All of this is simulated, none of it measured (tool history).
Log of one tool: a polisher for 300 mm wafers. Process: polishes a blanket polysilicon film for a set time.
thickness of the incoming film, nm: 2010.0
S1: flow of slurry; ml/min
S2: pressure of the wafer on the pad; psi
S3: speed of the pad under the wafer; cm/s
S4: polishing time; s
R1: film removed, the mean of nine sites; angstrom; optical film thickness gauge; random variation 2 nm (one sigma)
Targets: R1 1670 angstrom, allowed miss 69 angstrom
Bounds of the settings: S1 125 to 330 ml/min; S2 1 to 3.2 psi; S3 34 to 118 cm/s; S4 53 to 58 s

run 1 hour=0 | S1=210 S2=2.1 S3=76 S4=58 | R1=2632.6
run 2 hour=5.7 | S1=210 S2=2 S3=76 S4=58 | R1=2538.3
run 3 hour=14.5 | S1=245 S2=2 S3=76 S4=58 | R1=2616.9
run 4 hour=17.8 | S1=245 S2=2 S3=68 S4=58 | R1=2368.4
run 5 hour=20 | S1=295 S2=2 S3=68 S4=58 | R1=2389.5
run 6 hour=25.9 | S1=295 S2=1.9 S3=68 S4=58 | R1=2238.7
run 7 hour=27 | S1=295 S2=1.8 S3=68 S4=58 | R1=2113.3
run 8 hour=35.2 | S1=295 S2=1.7 S3=68 S4=58 | R1=1979.9
run 9 hour=40.2 | S1=295 S2=1.5 S3=68 S4=58 | R1=1754.1

Which of these 5 next moves meets every target?
run A hour=45.2 | S1=320 S2=1.6 S3=66 S4=58 | R1=?
run B hour=45.2 | S1=290 S2=1.7 S3=74 S4=54 | R1=?
run C hour=45.2 | S1=285 S2=1.4 S3=74 S4=53 | R1=?
run D hour=45.2 | S1=310 S2=1.7 S3=68 S4=58 | R1=?
run E hour=45.2 | S1=330 S2=1.7 S3=62 S4=57 | R1=?

move=A R1=1900.2
move=B R1=2079.4
move=C R1=1691.7
move=D R1=2068.4
move=E R1=1867.9
A: further off than the last run
B: further off than the last run
C: meets every target
D: further off than the last run
E: further off than the last run
Move C is the one to make.
